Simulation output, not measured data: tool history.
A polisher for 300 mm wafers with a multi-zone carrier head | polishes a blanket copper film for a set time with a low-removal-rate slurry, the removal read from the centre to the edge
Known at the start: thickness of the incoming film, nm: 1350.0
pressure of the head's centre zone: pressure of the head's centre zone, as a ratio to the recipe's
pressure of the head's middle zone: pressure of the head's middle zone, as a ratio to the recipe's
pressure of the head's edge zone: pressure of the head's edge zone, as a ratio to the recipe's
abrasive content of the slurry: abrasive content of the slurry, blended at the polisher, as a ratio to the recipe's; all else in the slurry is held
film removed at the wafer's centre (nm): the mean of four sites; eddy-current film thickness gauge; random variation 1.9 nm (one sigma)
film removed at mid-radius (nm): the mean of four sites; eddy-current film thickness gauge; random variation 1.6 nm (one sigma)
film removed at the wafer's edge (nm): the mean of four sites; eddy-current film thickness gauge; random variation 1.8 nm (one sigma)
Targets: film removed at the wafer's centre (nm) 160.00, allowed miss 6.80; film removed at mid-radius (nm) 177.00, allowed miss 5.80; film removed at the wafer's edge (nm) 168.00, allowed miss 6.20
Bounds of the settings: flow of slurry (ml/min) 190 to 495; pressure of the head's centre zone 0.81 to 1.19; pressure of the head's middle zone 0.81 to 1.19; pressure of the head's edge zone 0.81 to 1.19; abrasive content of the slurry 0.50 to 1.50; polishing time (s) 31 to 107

run	day	flow of slurry (ml/min)	pressure of the head's centre zone	pressure of the head's middle zone	pressure of the head's edge zone	abrasive content of the slurry	polishing time (s)	film removed at the wafer's centre (nm)	film removed at mid-radius (nm)	film removed at the wafer's edge (nm)
1	0.000	320	1.00	1.00	1.00	1.00	69	182.88	205.07	203.37
2	0.200	320	1.00	0.99	0.96	0.90	68	180.94	197.41	187.77
3	0.450	320	1.00	0.99	0.96	0.80	68	174.30	193.73	187.55
4	0.800	320	1.00	0.91	0.96	0.80	68	174.02	179.23	184.55
5	0.967	320	1.00	0.91	0.90	0.80	68	173.39	182.90	178.30
6	0.996	320	1.00	0.91	0.90	0.80	55	138.77	145.00	144.39
7	1.133	325	1.01	0.95	0.93	0.85	55	141.76	151.75	153.78
# day 1.312: centre zone pressure recalibrated
8	1.312	355	1.10	1.05	0.91	0.95	56	176.90	172.54	156.34
9	1.662	355	1.10	1.05	0.91	0.95	56	173.55	171.49	157.02
10	1.975	355	1.08	1.05	0.93	0.95	56	172.64	171.74	155.81
11	2.042	300	0.98	0.98	1.03	1.20	58	172.16	177.76	176.07

4 next moves are on the table. One of them brings every result within its allowed miss. Which?
A	2.108	405	1.13	1.03	1.02	1.40	53	?	?	?
B	2.108	305	0.87	0.95	1.10	1.05	61	?	?	?
C	2.108	320	0.92	0.92	1.09	0.95	62	?	?	?
D	2.108	285	0.96	1.02	0.98	1.20	57	?	?	?

move	film removed at the wafer's centre (nm)	film removed at mid-radius (nm)	film removed at the wafer's edge (nm)
A	186.92	174.22	167.93
B	157.72	174.59	186.30
C	165.41	170.40	185.22
D	164.14	175.86	168.31
A: further off than the last run
B: brings the result that was furthest off to its target, and leaves another outside
C: brings the result that was furthest off to its target, and leaves another outside
D: meets every target
Answer: D

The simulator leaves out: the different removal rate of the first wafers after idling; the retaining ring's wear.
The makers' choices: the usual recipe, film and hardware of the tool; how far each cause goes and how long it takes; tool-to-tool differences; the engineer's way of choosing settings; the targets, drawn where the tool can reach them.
